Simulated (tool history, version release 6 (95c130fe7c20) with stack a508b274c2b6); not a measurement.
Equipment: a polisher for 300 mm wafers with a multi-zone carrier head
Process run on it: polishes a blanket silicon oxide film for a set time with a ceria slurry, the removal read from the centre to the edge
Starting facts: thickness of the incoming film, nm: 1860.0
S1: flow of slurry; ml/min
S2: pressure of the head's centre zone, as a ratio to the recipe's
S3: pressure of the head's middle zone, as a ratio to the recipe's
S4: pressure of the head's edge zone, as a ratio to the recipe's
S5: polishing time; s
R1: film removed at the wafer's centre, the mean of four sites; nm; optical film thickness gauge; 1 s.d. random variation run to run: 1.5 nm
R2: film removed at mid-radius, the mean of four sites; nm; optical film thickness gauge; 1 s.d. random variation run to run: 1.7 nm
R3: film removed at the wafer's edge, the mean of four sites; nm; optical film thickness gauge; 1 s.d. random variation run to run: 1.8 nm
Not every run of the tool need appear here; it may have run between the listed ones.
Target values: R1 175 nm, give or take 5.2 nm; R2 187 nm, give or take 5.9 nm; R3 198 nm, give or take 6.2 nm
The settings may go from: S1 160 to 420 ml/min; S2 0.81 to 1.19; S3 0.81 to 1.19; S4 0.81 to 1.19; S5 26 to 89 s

run 1 hour=0 | S1=270 S2=1 S3=1 S4=1 S5=57 | R1=218.2 R2=223.32 R3=223.3
run 2 hour=2 | S1=270 S2=1 S3=1 S4=1 S5=69 | R1=263.63 R2=266.81 R3=267.55
run 3 hour=7.5 | S1=265 S2=0.98 S3=0.98 S4=0.98 S5=67 | R1=255.71 R2=252.11 R3=258.87
run 4 hour=12 | S1=260 S2=0.96 S3=0.98 S4=0.98 S5=65 | R1=242.54 R2=249.09 R3=250.44
run 5 hour=15.2 | S1=260 S2=0.96 S3=0.9 S4=0.98 S5=65 | R1=237.14 R2=234.91 R3=249.33
run 6 hour=17 | S1=260 S2=0.96 S3=0.86 S4=0.98 S5=65 | R1=241.81 R2=217.62 R3=249.96
run 7 hour=24.6 | S1=255 S2=0.94 S3=0.86 S4=0.97 S5=64 | R1=234.9 R2=221.11 R3=244.86
run 8 hour=31.9 | S1=255 S2=0.94 S3=0.86 S4=0.97 S5=64 | R1=235.1 R2=218.77 R3=248.05
run 9 hour=35.7 | S1=255 S2=0.93 S3=0.87 S4=0.96 S5=62 | R1=225.56 R2=211.59 R3=235.35

Which of these 4 next moves meets every target?
run A hour=39.5 | S1=270 S2=0.9 S3=0.96 S4=0.88 S5=53 | R1=? R2=? R3=?
run B hour=39.5 | S1=235 S2=0.95 S3=1.03 S4=0.91 S5=56 | R1=? R2=? R3=?
run C hour=39.5 | S1=255 S2=0.91 S3=0.98 S4=1.08 S5=49 | R1=? R2=? R3=?
run D hour=39.5 | S1=240 S2=0.88 S3=1.08 S4=0.91 S5=55 | R1=? R2=? R3=?

move=A R1=185.03 R2=197.95 R3=193.4
move=B R1=201.04 R2=219.89 R3=205.88
move=C R1=171.69 R2=185.46 R3=196.55
move=D R1=187.63 R2=225.22 R3=202.28
A: closer than the last run, but not yet in spec
B: closer than the last run, but not yet in spec
C: meets every target
D: closer than the last run, but not yet in spec
Go with C: it meets all targets.
